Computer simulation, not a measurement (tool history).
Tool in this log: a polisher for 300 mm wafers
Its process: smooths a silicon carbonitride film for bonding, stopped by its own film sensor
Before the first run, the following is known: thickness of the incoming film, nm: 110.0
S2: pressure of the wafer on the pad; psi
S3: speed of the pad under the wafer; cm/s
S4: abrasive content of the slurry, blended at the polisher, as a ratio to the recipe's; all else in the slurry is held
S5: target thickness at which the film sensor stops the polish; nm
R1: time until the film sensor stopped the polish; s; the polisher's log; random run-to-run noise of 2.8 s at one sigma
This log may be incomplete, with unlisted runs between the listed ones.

run 1 day=0 | flow_of_slurry_(ml/min)=315 S2=1.5 S3=104 S4=1 S5=94 | R1=93.371
run 2 day=0.112 | flow_of_slurry_(ml/min)=315 S2=1.3 S3=100 S4=1 S5=94 | R1=107.57
run 3 day=0.279 | flow_of_slurry_(ml/min)=315 S2=1.1 S3=100 S4=1 S5=94 | R1=117.56
run 4 day=0.5 | flow_of_slurry_(ml/min)=315 S2=1 S3=94 S4=1 S5=94 | R1=134.43
run 5 day=0.617 | flow_of_slurry_(ml/min)=315 S2=1 S3=120 S4=1 S5=94 | R1=111.56
run 6 day=0.938 | flow_of_slurry_(ml/min)=315 S2=0.9 S3=112 S4=1 S5=94 | R1=121.26
run 7 day=1.088 | flow_of_slurry_(ml/min)=315 S2=0.9 S3=106 S4=1 S5=94 | R1=131.74

Forecast run 8:
run 8 day=1.146 | flow_of_slurry_(ml/min)=315 S2=0.9 S3=102 S4=1 S5=94 | R1=?

Run 8 measured R1 130.69 s.
